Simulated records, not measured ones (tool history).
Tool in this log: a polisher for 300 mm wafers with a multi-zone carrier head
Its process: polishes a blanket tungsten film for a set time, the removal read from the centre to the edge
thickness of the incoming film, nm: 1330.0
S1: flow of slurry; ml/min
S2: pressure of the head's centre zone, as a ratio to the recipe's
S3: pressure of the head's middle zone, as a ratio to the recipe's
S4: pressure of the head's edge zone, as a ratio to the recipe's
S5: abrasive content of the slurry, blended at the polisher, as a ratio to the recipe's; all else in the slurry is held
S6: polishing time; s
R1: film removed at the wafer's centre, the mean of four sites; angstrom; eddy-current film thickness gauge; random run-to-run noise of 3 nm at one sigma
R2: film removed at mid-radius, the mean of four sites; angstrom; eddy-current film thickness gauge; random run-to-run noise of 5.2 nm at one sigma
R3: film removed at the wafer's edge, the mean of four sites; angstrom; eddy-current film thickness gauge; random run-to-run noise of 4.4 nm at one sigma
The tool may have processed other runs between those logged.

run  hour   S1    S2    S3    S4    S5  S6      R1      R2      R3
  1   0.0  200  1.00  1.00  1.00  1.00  90  2663.1  2670.2  2699.2
  2   7.3  205  1.02  1.02  1.02  1.10  91  2872.3  2909.5  2936.4
  3  13.2  215  1.05  1.04  1.03  1.10  91  2971.4  3016.4  2890.3
  4  16.7  215  1.05  1.04  1.03  0.95  91  2778.7  2725.1  2689.3
  5  24.1  215  1.07  1.04  1.04  1.00  91  2959.4  2800.2  2772.4
  6  25.0  215  1.11  1.04  1.04  1.00  91  2975.5  2869.1  2780.5

Run 7 comes next. What will it give?
     26.9  -- worn pad replaced by a new one
  7  26.9  220  1.12  1.04  1.05  1.05  91   ?   ?   ?

{"run 7": {"R1": 3400.1, "R2": 3123.1, "R3": 3086.6}}

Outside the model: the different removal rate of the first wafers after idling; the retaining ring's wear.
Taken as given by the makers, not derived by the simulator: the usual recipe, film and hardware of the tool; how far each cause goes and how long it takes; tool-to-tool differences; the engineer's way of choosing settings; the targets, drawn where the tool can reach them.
